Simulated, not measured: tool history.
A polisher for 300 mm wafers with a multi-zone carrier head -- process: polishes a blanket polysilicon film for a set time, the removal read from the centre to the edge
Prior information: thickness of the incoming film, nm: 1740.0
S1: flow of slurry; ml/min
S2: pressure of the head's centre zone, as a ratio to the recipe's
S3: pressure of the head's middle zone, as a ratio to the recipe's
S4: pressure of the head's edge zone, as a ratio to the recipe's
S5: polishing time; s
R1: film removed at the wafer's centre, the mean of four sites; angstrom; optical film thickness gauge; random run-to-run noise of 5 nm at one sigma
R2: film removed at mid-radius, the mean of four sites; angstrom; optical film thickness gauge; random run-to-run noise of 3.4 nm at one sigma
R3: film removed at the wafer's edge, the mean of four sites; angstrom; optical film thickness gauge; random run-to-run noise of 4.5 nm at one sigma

run	hour	S1	S2	S3	S4	S5	R1	R2	R3
1	0.0	180	1.00	1.00	1.00	78	3724.1	3634.7	3521.0
2	1.9	180	1.00	1.00	1.04	78	3728.6	3647.5	3543.7
3	9.5	185	0.99	1.02	1.05	79	3684.9	3778.2	3621.2
4	14.6	190	0.99	1.03	1.06	80	3861.4	3860.2	3713.7
5	19.5	195	0.97	1.05	1.07	80	3792.8	3994.7	3681.1
6	23.1	195	0.97	0.99	1.07	80	3725.8	3806.7	3774.3
7	27.6	200	0.96	1.00	1.08	80	3614.3	3791.8	3670.4
8	28.4	195	0.95	1.02	1.09	81	3675.4	3831.1	3710.9
9	34.4	205	0.94	1.03	1.10	82	3755.6	4026.0	3914.4
10	37.5	205	0.94	1.03	1.10	82	3723.5	4018.9	3878.4

The next listed run, before its measurement:
11	38.1	210	0.93	1.04	1.10	82	?	?	?

Run 11 yielded R1 3771.8 angstrom, R2 4053.4 angstrom, R3 3951.6 angstrom.
